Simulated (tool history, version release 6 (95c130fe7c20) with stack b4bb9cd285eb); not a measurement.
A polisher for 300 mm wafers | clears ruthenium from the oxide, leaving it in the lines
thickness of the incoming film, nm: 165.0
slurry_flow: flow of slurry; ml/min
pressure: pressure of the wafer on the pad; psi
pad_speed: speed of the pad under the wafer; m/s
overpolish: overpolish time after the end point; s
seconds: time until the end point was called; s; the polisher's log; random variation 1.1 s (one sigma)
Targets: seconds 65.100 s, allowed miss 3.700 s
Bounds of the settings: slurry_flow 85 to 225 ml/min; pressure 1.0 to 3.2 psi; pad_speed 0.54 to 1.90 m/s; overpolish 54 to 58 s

Run 1, day 0.000: slurry_flow 145 ml/min, pressure 2.1 psi, pad_speed 1.22 m/s, overpolish 54 s. Result: seconds 126.000 s.
Run 2, day 0.217: slurry_flow 145 ml/min, pressure 2.1 psi, pad_speed 1.42 m/s, overpolish 54 s. Result: seconds 108.830 s.
Run 3, day 0.296: slurry_flow 145 ml/min, pressure 2.2 psi, pad_speed 1.44 m/s, overpolish 54 s. Result: seconds 103.650 s.
Run 4, day 0.479: slurry_flow 145 ml/min, pressure 2.3 psi, pad_speed 1.46 m/s, overpolish 54 s. Result: seconds 95.822 s.
Run 5, day 0.812: slurry_flow 145 ml/min, pressure 2.4 psi, pad_speed 1.46 m/s, overpolish 54 s. Result: seconds 96.101 s.
Run 6, day 0.962: slurry_flow 165 ml/min, pressure 2.4 psi, pad_speed 1.46 m/s, overpolish 54 s. Result: seconds 89.802 s.
Run 7, day 1.267: slurry_flow 170 ml/min, pressure 2.5 psi, pad_speed 1.46 m/s, overpolish 54 s. Result: seconds 89.705 s.
Run 8, day 1.638: slurry_flow 170 ml/min, pressure 2.6 psi, pad_speed 1.48 m/s, overpolish 54 s. Result: seconds 83.020 s.
Run 9, day 2.000: slurry_flow 170 ml/min, pressure 2.6 psi, pad_speed 1.48 m/s, overpolish 54 s. Result: seconds 82.534 s.
Run 10, day 2.375: slurry_flow 170 ml/min, pressure 2.7 psi, pad_speed 1.48 m/s, overpolish 54 s. Result: seconds 81.619 s.
Run 11, day 2.733: slurry_flow 170 ml/min, pressure 2.8 psi, pad_speed 1.50 m/s, overpolish 54 s. Result: seconds 75.265 s.
Run 12, day 2.788: slurry_flow 170 ml/min, pressure 3.0 psi, pad_speed 1.52 m/s, overpolish 54 s. Result: seconds 72.709 s.

Which of these 4 next moves meets every target?
Run A, day 2.842: slurry_flow 195 ml/min, pressure 3.2 psi, pad_speed 1.78 m/s, overpolish 55 s. Result: seconds ?.
Run B, day 2.842: slurry_flow 185 ml/min, pressure 3.2 psi, pad_speed 1.70 m/s, overpolish 54 s. Result: seconds ?.
Run C, day 2.842: slurry_flow 155 ml/min, pressure 3.0 psi, pad_speed 1.54 m/s, overpolish 54 s. Result: seconds ?.
Run D, day 2.842: slurry_flow 170 ml/min, pressure 3.2 psi, pad_speed 1.54 m/s, overpolish 58 s. Result: seconds ?.

move  seconds
   A   55.085
   B   58.066
   C   70.010
   D   64.812
A: takes the result that was furthest off past its target
B: takes the result that was furthest off past its target
C: nearer than the last run, and not there yet
D: meets every target
Move D is the one to make.

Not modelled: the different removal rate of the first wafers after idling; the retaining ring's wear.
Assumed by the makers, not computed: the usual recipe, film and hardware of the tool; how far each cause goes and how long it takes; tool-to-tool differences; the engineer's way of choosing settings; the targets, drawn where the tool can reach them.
